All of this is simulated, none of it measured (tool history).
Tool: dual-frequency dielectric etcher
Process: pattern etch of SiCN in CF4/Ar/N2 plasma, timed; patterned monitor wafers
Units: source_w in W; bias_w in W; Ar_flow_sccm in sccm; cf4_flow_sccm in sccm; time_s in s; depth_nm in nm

run 1 hour=0 | source_w=410 bias_w=50 Ar_flow_sccm=77 cf4_flow_sccm=72 time_s=70.5 | depth_nm=50.859
run 2 hour=4.4 | source_w=370 bias_w=49 Ar_flow_sccm=78 cf4_flow_sccm=72 time_s=70.5 | depth_nm=45.941
run 3 hour=7 | source_w=370 bias_w=49 Ar_flow_sccm=66 cf4_flow_sccm=72 time_s=70.5 | depth_nm=47.685
run 4 hour=14.1 | source_w=370 bias_w=49 Ar_flow_sccm=66 cf4_flow_sccm=81 time_s=70.5 | depth_nm=48.326
run 5 hour=16.3 | source_w=370 bias_w=52 Ar_flow_sccm=66 cf4_flow_sccm=81 time_s=70.5 | depth_nm=49.829
run 6 hour=21 | source_w=370 bias_w=57 Ar_flow_sccm=66 cf4_flow_sccm=81 time_s=70.5 | depth_nm=51.089

Forecast run 7:
run 7 hour=23.7 | source_w=340 bias_w=54 Ar_flow_sccm=68 cf4_flow_sccm=80 time_s=70.5 | depth_nm=?

{"run 7": {"depth_nm": 46.128}}

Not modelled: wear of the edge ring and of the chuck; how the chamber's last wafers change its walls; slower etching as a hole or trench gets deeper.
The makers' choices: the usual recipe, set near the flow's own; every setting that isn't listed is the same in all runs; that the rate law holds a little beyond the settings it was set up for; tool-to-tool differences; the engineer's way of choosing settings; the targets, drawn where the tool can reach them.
